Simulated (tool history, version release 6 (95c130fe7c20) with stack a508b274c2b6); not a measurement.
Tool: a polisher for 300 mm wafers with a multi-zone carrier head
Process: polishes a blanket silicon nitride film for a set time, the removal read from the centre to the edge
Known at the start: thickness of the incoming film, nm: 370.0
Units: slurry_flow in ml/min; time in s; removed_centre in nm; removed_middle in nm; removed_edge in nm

run 1 hour=0 | slurry_flow=180 centre_zone=1 middle_zone=1 edge_zone=1 time=40 | removed_centre=67.309 removed_middle=68.849 removed_edge=66.507
run 2 hour=7.8 | slurry_flow=180 centre_zone=0.96 middle_zone=1 edge_zone=1 time=40 | removed_centre=65.226 removed_middle=67.23 removed_edge=68.255
run 3 hour=15.2 | slurry_flow=175 centre_zone=0.96 middle_zone=0.99 edge_zone=0.98 time=36 | removed_centre=58.794 removed_middle=60.648 removed_edge=60.211
run 4 hour=24 | slurry_flow=170 centre_zone=0.96 middle_zone=0.97 edge_zone=0.96 time=33 | removed_centre=53.134 removed_middle=54.485 removed_edge=53.587
run 5 hour=26.7 | slurry_flow=165 centre_zone=0.95 middle_zone=0.94 edge_zone=0.94 time=31 | removed_centre=50.158 removed_middle=48.781 removed_edge=50.116
run 6 hour=27.3 | slurry_flow=165 centre_zone=0.95 middle_zone=0.94 edge_zone=0.94 time=37 | removed_centre=58.284 removed_middle=57.44 removed_edge=60.653
run 7 hour=36 | slurry_flow=165 centre_zone=0.95 middle_zone=0.94 edge_zone=0.93 time=34 | removed_centre=53.921 removed_middle=53.988 removed_edge=54.371
run 8 hour=40 | slurry_flow=165 centre_zone=0.94 middle_zone=0.93 edge_zone=0.91 time=32 | removed_centre=49.4 removed_middle=50.035 removed_edge=51.816
run 9 hour=43.1 | slurry_flow=160 centre_zone=0.95 middle_zone=0.92 edge_zone=0.9 time=30 | removed_centre=46.444 removed_middle=46.213 removed_edge=47.042
run 10 hour=46.4 | slurry_flow=155 centre_zone=0.95 middle_zone=0.91 edge_zone=0.88 time=29 | removed_centre=45.183 removed_middle=44.802 removed_edge=45.453
run 11 hour=50.8 | slurry_flow=150 centre_zone=0.95 middle_zone=0.9 edge_zone=0.87 time=28 | removed_centre=43.214 removed_middle=42.261 removed_edge=43.357
run 12 hour=59.1 | slurry_flow=145 centre_zone=0.95 middle_zone=0.9 edge_zone=0.86 time=28 | removed_centre=43.419 removed_middle=41.907 removed_edge=43.12
run 13 hour=62.7 | slurry_flow=140 centre_zone=0.94 middle_zone=0.9 edge_zone=0.81 time=24 | removed_centre=35.776 removed_middle=35.985 removed_edge=35.778
run 14 hour=64.4 | slurry_flow=150 centre_zone=0.94 middle_zone=0.9 edge_zone=0.82 time=24 | removed_centre=37.186 removed_middle=36.576 removed_edge=35.723
run 15 hour=68.7 | slurry_flow=150 centre_zone=0.94 middle_zone=0.9 edge_zone=0.83 time=24 | removed_centre=36.729 removed_middle=36.131 removed_edge=36.082
run 16 hour=70.1 | slurry_flow=150 centre_zone=0.94 middle_zone=0.9 edge_zone=0.84 time=24 | removed_centre=36.183 removed_middle=36.406 removed_edge=37.112
run 17 hour=74.2 | slurry_flow=155 centre_zone=0.95 middle_zone=0.9 edge_zone=0.85 time=24 | removed_centre=37.992 removed_middle=36.318 removed_edge=36.819
run 18 hour=75.4 | slurry_flow=155 centre_zone=0.95 middle_zone=0.91 edge_zone=0.86 time=24 | removed_centre=37.397 removed_middle=37.032 removed_edge=37.119

Forecast run 19:
run 19 hour=81.6 | slurry_flow=155 centre_zone=0.96 middle_zone=0.91 edge_zone=0.87 time=24 | removed_centre=? removed_middle=? removed_edge=?

removed_centre: 37.875 nm
removed_middle: 37.275 nm
removed_edge: 37.855 nm
